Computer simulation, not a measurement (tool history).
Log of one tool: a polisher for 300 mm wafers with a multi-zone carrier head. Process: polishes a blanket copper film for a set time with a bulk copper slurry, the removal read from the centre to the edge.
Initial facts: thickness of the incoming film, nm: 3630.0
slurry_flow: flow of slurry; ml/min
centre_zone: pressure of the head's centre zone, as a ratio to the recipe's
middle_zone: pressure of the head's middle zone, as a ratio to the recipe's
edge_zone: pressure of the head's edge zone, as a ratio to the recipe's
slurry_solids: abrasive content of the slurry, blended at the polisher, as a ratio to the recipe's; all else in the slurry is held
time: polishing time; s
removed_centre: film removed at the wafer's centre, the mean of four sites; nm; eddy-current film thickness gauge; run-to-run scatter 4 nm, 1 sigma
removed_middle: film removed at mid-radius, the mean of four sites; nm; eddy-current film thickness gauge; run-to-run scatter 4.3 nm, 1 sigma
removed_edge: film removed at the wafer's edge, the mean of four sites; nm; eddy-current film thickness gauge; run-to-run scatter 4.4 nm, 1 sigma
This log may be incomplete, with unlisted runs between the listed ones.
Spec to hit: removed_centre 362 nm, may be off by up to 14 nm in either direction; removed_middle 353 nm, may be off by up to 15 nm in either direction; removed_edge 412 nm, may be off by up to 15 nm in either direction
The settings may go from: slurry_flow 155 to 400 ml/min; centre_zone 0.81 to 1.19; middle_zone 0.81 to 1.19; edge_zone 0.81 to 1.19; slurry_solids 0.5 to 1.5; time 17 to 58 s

{"run": 1, "hour": 0.0, "slurry_flow": 255, "centre_zone": 1, "middle_zone": 1, "edge_zone": 1, "slurry_solids": 1, "time": 37, "removed_centre": 371.52, "removed_middle": 326.34, "removed_edge": 337.95}
{"run": 2, "hour": 4.0, "slurry_flow": 255, "centre_zone": 1, "middle_zone": 1, "edge_zone": 1, "slurry_solids": 1, "time": 34, "removed_centre": 338.95, "removed_middle": 298.61, "removed_edge": 316.72}
{"run": 3, "hour": 11.5, "slurry_flow": 260, "centre_zone": 0.98, "middle_zone": 1, "edge_zone": 1.04, "slurry_solids": 1.1, "time": 34, "removed_centre": 337.59, "removed_middle": 305.8, "removed_edge": 329.17}
{"run": 4, "hour": 14.1, "slurry_flow": 260, "centre_zone": 0.98, "middle_zone": 1, "edge_zone": 0.98, "slurry_solids": 1.1, "time": 34, "removed_centre": 345.42, "removed_middle": 306.89, "removed_edge": 328.4}
{"run": 5, "hour": 17.3, "slurry_flow": 260, "centre_zone": 0.98, "middle_zone": 1.04, "edge_zone": 0.98, "slurry_solids": 1.1, "time": 34, "removed_centre": 343.23, "removed_middle": 316.56, "removed_edge": 327.35}
{"run": 6, "hour": 25.6, "slurry_flow": 260, "centre_zone": 0.92, "middle_zone": 1.04, "edge_zone": 0.98, "slurry_solids": 1.1, "time": 34, "removed_centre": 318.45, "removed_middle": 311.84, "removed_edge": 323.25}
{"run": 7, "hour": 26.1, "slurry_flow": 265, "centre_zone": 0.92, "middle_zone": 1.03, "edge_zone": 1.01, "slurry_solids": 1.2, "time": 35, "removed_centre": 329.72, "removed_middle": 340.54, "removed_edge": 349.99}
{"run": 8, "hour": 34.9, "slurry_flow": 270, "centre_zone": 0.93, "middle_zone": 1, "edge_zone": 1.03, "slurry_solids": 1.25, "time": 35, "removed_centre": 350.88, "removed_middle": 329.26, "removed_edge": 348.78}
{"run": 9, "hour": 38.0, "slurry_flow": 260, "centre_zone": 0.91, "middle_zone": 0.98, "edge_zone": 1.06, "slurry_solids": 1.3, "time": 36, "removed_centre": 353.7, "removed_middle": 336.04, "removed_edge": 375.69}
{"run": 10, "hour": 43.2, "slurry_flow": 260, "centre_zone": 0.91, "middle_zone": 0.98, "edge_zone": 1.06, "slurry_solids": 1.3, "time": 36, "removed_centre": 347.73, "removed_middle": 336.14, "removed_edge": 371.68}
{"run": 11, "hour": 45.0, "slurry_flow": 255, "centre_zone": 0.91, "middle_zone": 0.97, "edge_zone": 1.08, "slurry_solids": 1.35, "time": 36, "removed_centre": 350.24, "removed_middle": 331.6, "removed_edge": 379.85}
{"run": 12, "hour": 53.8, "slurry_flow": 255, "centre_zone": 0.91, "middle_zone": 0.97, "edge_zone": 1.09, "slurry_solids": 1.4, "time": 36, "removed_centre": 355.13, "removed_middle": 338.41, "removed_edge": 377.91}
{"run": 13, "hour": 55.1, "slurry_flow": 260, "centre_zone": 0.9, "middle_zone": 0.96, "edge_zone": 1.1, "slurry_solids": 1.4, "time": 36, "removed_centre": 350.98, "removed_middle": 336.75, "removed_edge": 373.6}
{"run": 14, "hour": 63.9, "slurry_flow": 250, "centre_zone": 0.9, "middle_zone": 0.96, "edge_zone": 1.1, "slurry_solids": 1.4, "time": 36, "removed_centre": 352.31, "removed_middle": 340.64, "removed_edge": 384.45}
{"hour": 65.5, "done": "centre zone pressure recalibrated"}
{"run": 15, "hour": 65.5, "slurry_flow": 245, "centre_zone": 0.9, "middle_zone": 0.95, "edge_zone": 1.11, "slurry_solids": 1.4, "time": 36, "removed_centre": 319.55, "removed_middle": 334.58, "removed_edge": 378.5}
{"run": 16, "hour": 72.9, "slurry_flow": 250, "centre_zone": 0.9, "middle_zone": 0.94, "edge_zone": 1.11, "slurry_solids": 1.4, "time": 36, "removed_centre": 321.82, "removed_middle": 331.65, "removed_edge": 380.34}

Pick the move, out of 4, that brings all results within their allowed miss; only one does.
{"run": "A", "hour": 80.3, "slurry_flow": 170, "centre_zone": 0.86, "middle_zone": 0.84, "edge_zone": 1.19, "slurry_solids": 1.35, "time": 39, "removed_centre": "?", "removed_middle": "?", "removed_edge": "?"}
{"run": "B", "hour": 80.3, "slurry_flow": 240, "centre_zone": 0.81, "middle_zone": 0.87, "edge_zone": 1.1, "slurry_solids": 1.45, "time": 39, "removed_centre": "?", "removed_middle": "?", "removed_edge": "?"}
{"run": "C", "hour": 80.3, "slurry_flow": 275, "centre_zone": 0.95, "middle_zone": 0.91, "edge_zone": 1.1, "slurry_solids": 1.5, "time": 38, "removed_centre": "?", "removed_middle": "?", "removed_edge": "?"}
{"run": "D", "hour": 80.3, "slurry_flow": 270, "centre_zone": 0.91, "middle_zone": 1.03, "edge_zone": 1.17, "slurry_solids": 1.45, "time": 31, "removed_centre": "?", "removed_middle": "?", "removed_edge": "?"}

move=A removed_centre=304.53 removed_middle=313.05 removed_edge=395.69
move=B removed_centre=311.36 removed_middle=345.02 removed_edge=406.08
move=C removed_centre=366.24 removed_middle=354.16 removed_edge=404.05
move=D removed_centre=283.21 removed_middle=309.09 removed_edge=334.85
A: the biggest miss grows against the last run
B: the biggest miss grows against the last run
C: meets every target
D: the biggest miss grows against the last run
Answer: C

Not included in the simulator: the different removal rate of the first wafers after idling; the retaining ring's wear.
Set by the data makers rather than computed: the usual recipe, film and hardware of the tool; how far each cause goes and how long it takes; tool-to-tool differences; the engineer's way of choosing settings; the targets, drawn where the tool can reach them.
